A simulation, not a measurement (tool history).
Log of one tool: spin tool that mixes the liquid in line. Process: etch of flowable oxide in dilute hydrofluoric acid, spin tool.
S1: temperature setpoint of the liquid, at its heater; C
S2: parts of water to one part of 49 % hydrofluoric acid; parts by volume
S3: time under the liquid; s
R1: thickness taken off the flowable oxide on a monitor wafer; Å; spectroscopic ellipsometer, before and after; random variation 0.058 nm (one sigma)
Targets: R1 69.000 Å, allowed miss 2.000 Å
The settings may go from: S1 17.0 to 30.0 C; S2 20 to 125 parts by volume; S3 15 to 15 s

Run 1, hour 0.0: S1 22.0 C, S2 70 parts by volume, S3 15 s. Result: R1 88.058 Å.
Run 2, hour 7.6: S1 21.0 C, S2 70 parts by volume, S3 15 s. Result: R1 83.762 Å.
Run 3, hour 12.7: S1 23.5 C, S2 70 parts by volume, S3 15 s. Result: R1 94.286 Å.
Run 4, hour 16.7: S1 22.0 C, S2 70 parts by volume, S3 15 s. Result: R1 87.654 Å.
Run 5, hour 24.1: S1 22.0 C, S2 70 parts by volume, S3 15 s. Result: R1 88.895 Å.
Run 6, hour 25.9: S1 21.0 C, S2 70 parts by volume, S3 15 s. Result: R1 85.089 Å.
Run 7, hour 27.9: S1 20.0 C, S2 70 parts by volume, S3 15 s. Result: R1 81.168 Å.
Run 8, hour 30.8: S1 19.5 C, S2 70 parts by volume, S3 15 s. Result: R1 79.324 Å.
At hour 32.5: thermometer replaced.
Run 9, hour 32.5: S1 19.0 C, S2 70 parts by volume, S3 15 s. Result: R1 74.760 Å.
Run 10, hour 41.1: S1 18.5 C, S2 70 parts by volume, S3 15 s. Result: R1 72.290 Å.

4 next moves are on the table. One of them brings every result within its allowed miss. Which?
Run A, hour 49.7: S1 18.0 C, S2 65 parts by volume, S3 15 s. Result: R1 ?.
Run B, hour 49.7: S1 17.0 C, S2 65 parts by volume, S3 15 s. Result: R1 ?.
Run C, hour 49.7: S1 21.0 C, S2 80 parts by volume, S3 15 s. Result: R1 ?.
Run D, hour 49.7: S1 18.5 C, S2 80 parts by volume, S3 15 s. Result: R1 ?.

move      R1
   A  76.189
   B  72.989
   C  69.014
   D  62.181
A: further off than the last run
B: further off than the last run
C: meets every target
D: takes the result that was furthest off past its target
Move C is the one to make.
